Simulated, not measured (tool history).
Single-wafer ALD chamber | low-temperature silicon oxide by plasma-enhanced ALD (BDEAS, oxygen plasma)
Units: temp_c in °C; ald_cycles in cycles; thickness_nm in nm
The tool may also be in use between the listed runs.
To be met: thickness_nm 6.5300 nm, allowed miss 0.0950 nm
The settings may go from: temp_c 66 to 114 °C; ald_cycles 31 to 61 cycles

run,day,temp_c,ald_cycles,thickness_nm
1,0.000,90,46,7.3205
2,0.083,94,45,7.0571
3,0.417,97,45,6.9746
4,0.471,87,45,7.1949
5,0.592,91,45,7.1765
6,0.717,95,45,7.0501
7,0.988,98,45,6.9575
8,1.308,101,45,6.9485
9,1.425,103,45,6.9045
10,1.650,104,45,6.8523
# day 2.000: thermocouple changed; heater temperature recalibrated
11,2.000,105,45,6.7627
12,2.204,113,45,6.7156

4 next moves are on the table. One of them brings every result within its allowed miss. Which?
A,2.408,111,46,?
B,2.408,104,45,?
C,2.408,114,46,?
D,2.408,112,44,?

move,thickness_nm
A,6.9303
B,6.8661
C,6.8925
D,6.6169
A: further off than the last run
B: further off than the last run
C: further off than the last run
D: meets every target
The right move is D.
